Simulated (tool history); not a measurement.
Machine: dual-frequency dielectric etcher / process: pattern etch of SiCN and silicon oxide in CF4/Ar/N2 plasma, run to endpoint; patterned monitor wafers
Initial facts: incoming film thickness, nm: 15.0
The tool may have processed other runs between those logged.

{"run": 1, "hour": 0.0, "source power (W)": 320, "bias power (W)": 91, "Ar flow (sccm)": 96, "CF4 flow (sccm)": 48, "endpoint time (s)": 20.226}
{"run": 2, "hour": 3.1, "source power (W)": 320, "bias power (W)": 91, "Ar flow (sccm)": 111, "CF4 flow (sccm)": 48, "endpoint time (s)": 20.748}
{"run": 3, "hour": 3.7, "source power (W)": 310, "bias power (W)": 91, "Ar flow (sccm)": 111, "CF4 flow (sccm)": 48, "endpoint time (s)": 21.101}
{"run": 4, "hour": 5.2, "source power (W)": 300, "bias power (W)": 91, "Ar flow (sccm)": 111, "CF4 flow (sccm)": 48, "endpoint time (s)": 21.468}
{"run": 5, "hour": 11.3, "source power (W)": 300, "bias power (W)": 91, "Ar flow (sccm)": 120, "CF4 flow (sccm)": 48, "endpoint time (s)": 21.812}
{"run": 6, "hour": 19.3, "source power (W)": 300, "bias power (W)": 91, "Ar flow (sccm)": 134, "CF4 flow (sccm)": 48, "endpoint time (s)": 22.14}

The next listed run, before its measurement:
{"run": 7, "hour": 22.3, "source power (W)": 290, "bias power (W)": 91, "Ar flow (sccm)": 134, "CF4 flow (sccm)": 48, "endpoint time (s)": "?"}

endpoint time (s): 22.46

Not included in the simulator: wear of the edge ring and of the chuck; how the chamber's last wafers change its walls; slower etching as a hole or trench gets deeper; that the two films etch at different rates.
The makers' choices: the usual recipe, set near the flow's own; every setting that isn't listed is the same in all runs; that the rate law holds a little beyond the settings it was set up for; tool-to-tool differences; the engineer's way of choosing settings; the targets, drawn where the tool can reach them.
